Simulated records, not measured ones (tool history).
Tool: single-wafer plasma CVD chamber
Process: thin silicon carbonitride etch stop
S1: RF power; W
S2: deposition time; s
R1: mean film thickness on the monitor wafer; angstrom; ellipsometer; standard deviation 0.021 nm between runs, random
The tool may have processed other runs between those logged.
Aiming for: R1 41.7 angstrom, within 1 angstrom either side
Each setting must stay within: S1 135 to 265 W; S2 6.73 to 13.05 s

| run | hour | S1 | S2 | R1 |
|---|---|---|---|---|
| 1 | 0 | 200 | 9.89 | 56.351 |
| 2 | 5.8 | 190 | 9.31 | 51.518 |
| 3 | 7 | 180 | 9.02 | 49.332 |
| 4 | 15.6 | 200 | 9.02 | 50.638 |
| 5 | 19.4 | 200 | 8.21 | 46.388 |
| 6 | 25.9 | 200 | 8.94 | 50.551 |
| 7 | 27.8 | 190 | 8.68 | 48.006 |
| 8 | 34.6 | 180 | 8.5 | 46.496 |
| 9 | 35.3 | 175 | 8.34 | 45.092 |

Which one of the following 4 next-run settings gets every result inside its allowed miss? There is exactly one.
| A | 36 | 180 | 8.1 | ? |
| B | 36 | 175 | 7.69 | ? |
| C | 36 | 185 | 7.94 | ? |
| D | 36 | 180 | 8.06 | ? |

| move | R1 |
|---|---|
| A | 44.149 |
| B | 41.562 |
| C | 43.635 |
| D | 43.931 |
A: moves toward the targets from the last run without getting all of them in spec
B: hits every target within its allowed miss
C: moves toward the targets from the last run without getting all of them in spec
D: moves toward the targets from the last run without getting all of them in spec
The move that meets every target is B.
